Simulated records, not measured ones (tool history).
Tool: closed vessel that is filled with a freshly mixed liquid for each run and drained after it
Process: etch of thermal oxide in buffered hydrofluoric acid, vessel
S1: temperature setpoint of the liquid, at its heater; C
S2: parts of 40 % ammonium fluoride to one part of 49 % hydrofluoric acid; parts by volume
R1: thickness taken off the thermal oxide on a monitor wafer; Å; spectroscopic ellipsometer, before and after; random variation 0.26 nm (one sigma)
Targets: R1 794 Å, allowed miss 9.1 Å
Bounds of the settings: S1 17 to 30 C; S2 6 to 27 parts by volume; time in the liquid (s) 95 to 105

Run 1, hour 0: S1 22 C, S2 16.5 parts by volume, time in the liquid (s) 95. Result: R1 595.7 Å.
Run 2, hour 8.8: S1 22 C, S2 16.5 parts by volume, time in the liquid (s) 105. Result: R1 656.44 Å.
Run 3, hour 11.6: S1 22 C, S2 16.5 parts by volume, time in the liquid (s) 95. Result: R1 595.74 Å.
Run 4, hour 16.3: S1 24.5 C, S2 16.5 parts by volume, time in the liquid (s) 95. Result: R1 681.11 Å.
Run 5, hour 19.5: S1 24.5 C, S2 19.5 parts by volume, time in the liquid (s) 95. Result: R1 579.14 Å.
Run 6, hour 25.2: S1 22.5 C, S2 19.5 parts by volume, time in the liquid (s) 95. Result: R1 515.88 Å.
Run 7, hour 27.5: S1 24.5 C, S2 19.5 parts by volume, time in the liquid (s) 95. Result: R1 577.51 Å.
Run 8, hour 33.1: S1 26 C, S2 19.5 parts by volume, time in the liquid (s) 95. Result: R1 622.92 Å.
Run 9, hour 36.7: S1 27 C, S2 19.5 parts by volume, time in the liquid (s) 95. Result: R1 662.04 Å.
Run 10, hour 39.7: S1 27.5 C, S2 19.5 parts by volume, time in the liquid (s) 95. Result: R1 676.96 Å.

4 next moves are on the table. One of them brings every result within its allowed miss. Which?
Run A, hour 42.7: S1 27.5 C, S2 20.5 parts by volume, time in the liquid (s) 105. Result: R1 ?.
Run B, hour 42.7: S1 29 C, S2 18 parts by volume, time in the liquid (s) 100. Result: R1 ?.
Run C, hour 42.7: S1 30 C, S2 21 parts by volume, time in the liquid (s) 100. Result: R1 ?.
Run D, hour 42.7: S1 30 C, S2 20 parts by volume, time in the liquid (s) 100. Result: R1 ?.

move      R1
   A  724.07
   B   842.7
   C  774.78
   D  801.06
A: nearer than the last run, and not there yet
B: takes the result that was furthest off past its target
C: nearer than the last run, and not there yet
D: meets every target
The right move is D.
